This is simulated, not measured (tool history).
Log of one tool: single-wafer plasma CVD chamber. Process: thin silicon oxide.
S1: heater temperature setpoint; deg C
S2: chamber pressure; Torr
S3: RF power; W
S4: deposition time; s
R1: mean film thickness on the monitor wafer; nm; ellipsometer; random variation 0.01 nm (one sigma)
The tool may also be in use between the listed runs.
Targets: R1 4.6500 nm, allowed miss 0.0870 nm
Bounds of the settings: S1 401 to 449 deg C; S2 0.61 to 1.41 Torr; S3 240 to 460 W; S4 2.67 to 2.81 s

run,hour,S1,S2,S3,S4,R1
1,0.0,425,1.01,350,2.81,5.6154
2,8.1,425,0.94,350,2.81,5.3056
3,15.4,425,0.89,350,2.81,5.0818
4,17.0,420,0.89,350,2.81,5.0846
5,21.9,420,0.96,350,2.81,5.4556
6,25.8,424,0.96,350,2.81,5.4052
7,29.7,424,0.91,350,2.81,5.1823
8,38.6,424,0.87,350,2.81,4.9926
9,46.9,424,0.77,345,2.81,4.4447
10,47.8,424,0.78,345,2.81,4.4985
11,52.4,424,0.83,345,2.81,4.7767

4 next moves are on the table. One of them brings every result within its allowed miss. Which?
A,57.0,431,0.80,320,2.79,?
B,57.0,406,0.80,420,2.67,?
C,57.0,423,0.83,355,2.81,?
D,57.0,423,0.85,335,2.81,?

move,R1
A,4.4641
B,4.7036
C,4.8317
D,4.8419
A: takes the result that was furthest off past its target
B: meets every target
C: further off than the last run
D: further off than the last run
Answer: B

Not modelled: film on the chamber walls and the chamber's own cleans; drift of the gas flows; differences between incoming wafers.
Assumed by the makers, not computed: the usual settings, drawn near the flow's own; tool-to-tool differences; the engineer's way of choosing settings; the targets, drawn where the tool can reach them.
